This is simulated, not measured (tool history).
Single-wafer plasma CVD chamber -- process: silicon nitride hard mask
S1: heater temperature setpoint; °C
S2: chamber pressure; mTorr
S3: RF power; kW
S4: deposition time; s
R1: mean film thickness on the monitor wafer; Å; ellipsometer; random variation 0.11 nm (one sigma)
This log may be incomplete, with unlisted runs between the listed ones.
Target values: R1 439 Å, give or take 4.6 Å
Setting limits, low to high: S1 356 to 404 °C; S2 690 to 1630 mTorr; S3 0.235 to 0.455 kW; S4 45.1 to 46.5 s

run 1 hour=0 | S1=380 S2=1160 S3=0.345 S4=45.1 | R1=522.79
run 2 hour=8.8 | S1=390 S2=1160 S3=0.345 S4=45.1 | R1=520
run 3 hour=12.5 | S1=390 S2=1160 S3=0.38 S4=45.1 | R1=553.31
run 4 hour=13.9 | S1=390 S2=1030 S3=0.365 S4=45.1 | R1=507
run 5 hour=21 | S1=390 S2=940 S3=0.365 S4=45.1 | R1=483.64
run 6 hour=29.5 | S1=390 S2=940 S3=0.395 S4=45.1 | R1=505.28
run 7 hour=34.9 | S1=390 S2=870 S3=0.39 S4=45.1 | R1=480.4
run 8 hour=38.5 | S1=390 S2=820 S3=0.39 S4=45.1 | R1=460.33
run 9 hour=43.2 | S1=390 S2=800 S3=0.39 S4=45.1 | R1=451.61
run 10 hour=44.2 | S1=390 S2=790 S3=0.39 S4=45.1 | R1=447.9
run 11 hour=45.9 | S1=390 S2=710 S3=0.39 S4=45.1 | R1=409
run 12 hour=53 | S1=391 S2=730 S3=0.39 S4=45.1 | R1=419.89
run 13 hour=59.2 | S1=388 S2=740 S3=0.39 S4=45.1 | R1=424.43
run 14 hour=66 | S1=391 S2=740 S3=0.39 S4=45.1 | R1=424.26
run 15 hour=69.5 | S1=391 S2=880 S3=0.39 S4=45.1 | R1=482.45
run 16 hour=72.7 | S1=391 S2=740 S3=0.39 S4=45.1 | R1=422.85
run 17 hour=78.3 | S1=389 S2=750 S3=0.39 S4=45.1 | R1=429.51
run 18 hour=79.5 | S1=382 S2=790 S3=0.39 S4=45.1 | R1=449.49
run 19 hour=88.3 | S1=383 S2=780 S3=0.39 S4=45.1 | R1=444.45

Which of these 5 next moves meets every target?
run A hour=97.1 | S1=387 S2=790 S3=0.38 S4=46.1 | R1=?
run B hour=97.1 | S1=388 S2=790 S3=0.345 S4=46.3 | R1=?
run C hour=97.1 | S1=389 S2=760 S3=0.395 S4=46.3 | R1=?
run D hour=97.1 | S1=385 S2=770 S3=0.395 S4=46.1 | R1=?
run E hour=97.1 | S1=378 S2=740 S3=0.39 S4=46.5 | R1=?

move=A R1=450.22
move=B R1=425.77
move=C R1=448.92
move=D R1=452.38
move=E R1=439.12
A: lands further from the targets than the last run did
B: the result that was furthest off in the last run now lies on the other side of its target
C: lands further from the targets than the last run did
D: lands further from the targets than the last run did
E: each result inside its tolerance
The right move is E.
